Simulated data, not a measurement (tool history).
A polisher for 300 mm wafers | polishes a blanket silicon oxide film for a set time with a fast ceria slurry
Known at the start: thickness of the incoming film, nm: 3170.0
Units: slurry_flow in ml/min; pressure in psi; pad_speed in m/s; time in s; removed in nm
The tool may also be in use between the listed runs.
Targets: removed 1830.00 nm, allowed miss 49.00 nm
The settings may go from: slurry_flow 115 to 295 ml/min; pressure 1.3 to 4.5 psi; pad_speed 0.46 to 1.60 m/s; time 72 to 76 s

| run | day | slurry_flow | pressure | pad_speed | time | removed |
|---|---|---|---|---|---|---|
| 1 | 0.000 | 190 | 2.9 | 1.02 | 72 | 1237.60 |
| 2 | 0.238 | 190 | 2.9 | 0.78 | 72 | 1001.10 |
| 3 | 0.308 | 145 | 2.9 | 0.78 | 72 | 939.34 |
| 4 | 0.550 | 115 | 2.9 | 0.78 | 72 | 904.73 |
| 5 | 0.917 | 130 | 3.1 | 0.78 | 72 | 964.71 |
| 6 | 1.033 | 145 | 3.3 | 0.80 | 72 | 1046.00 |
| 7 | 1.238 | 155 | 3.5 | 0.82 | 72 | 1137.40 |
| 8 | 1.550 | 160 | 4.3 | 1.00 | 72 | 1533.10 |
| 9 | 1.629 | 170 | 4.3 | 1.00 | 72 | 1555.50 |
| 10 | 1.654 | 180 | 4.3 | 1.00 | 72 | 1540.40 |

Which of these 5 next moves meets every target?
| A | 1.679 | 190 | 4.4 | 1.00 | 74 | ? |
| B | 1.679 | 185 | 4.4 | 1.10 | 76 | ? |
| C | 1.679 | 155 | 4.2 | 1.00 | 72 | ? |
| D | 1.679 | 205 | 3.9 | 0.78 | 72 | ? |
| E | 1.679 | 150 | 4.2 | 0.86 | 72 | ? |

| move | removed |
|---|---|
| A | 1668.80 |
| B | 1844.10 |
| C | 1517.80 |
| D | 1242.30 |
| E | 1338.40 |
A: nearer than the last run, and not there yet
B: meets every target
C: further off than the last run
D: further off than the last run
E: further off than the last run
Answer: B
